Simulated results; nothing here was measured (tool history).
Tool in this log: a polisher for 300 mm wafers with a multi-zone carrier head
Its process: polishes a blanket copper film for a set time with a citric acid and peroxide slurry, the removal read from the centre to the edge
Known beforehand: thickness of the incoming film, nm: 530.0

run,hour,flow of slurry (ml/min),pressure of the head's centre zone,pressure of the head's middle zone,pressure of the head's edge zone,abrasive content of the slurry,polishing time (s),film removed at the wafer's centre (angstrom),film removed at mid-radius (angstrom),film removed at the wafer's edge (angstrom)
1,0.0,240,1.00,1.00,1.00,1.00,53,769.26,749.74,757.20
2,0.8,240,1.00,1.05,1.00,1.00,53,756.77,795.54,763.40
3,5.2,230,0.96,1.00,0.96,0.85,46,599.49,636.05,615.89
4,12.6,230,0.96,1.00,1.04,0.85,46,603.39,631.81,640.12
5,21.4,220,0.95,0.95,1.00,0.75,42,520.57,522.73,552.11
6,22.6,220,0.95,0.91,1.00,0.75,42,517.33,506.39,553.89
7,28.3,215,0.95,0.89,0.95,0.65,40,464.91,454.14,486.68
8,34.9,205,0.94,0.87,0.91,0.60,40,458.04,429.31,468.98
9,41.0,195,0.88,0.89,0.82,0.50,37,371.81,376.74,389.08
10,44.7,210,0.89,0.89,0.84,0.50,37,380.90,390.47,397.13
11,51.0,215,0.90,0.88,0.86,0.50,37,385.26,378.86,403.08

Run 12 has not been measured yet. What should we expect?
12,57.0,215,0.91,0.89,0.87,0.50,37,?,?,?

{"run 12": {"film removed at the wafer's centre (angstrom)": 381.61, "film removed at mid-radius (angstrom)": 388.53, "film removed at the wafer's edge (angstrom)": 407.64}}
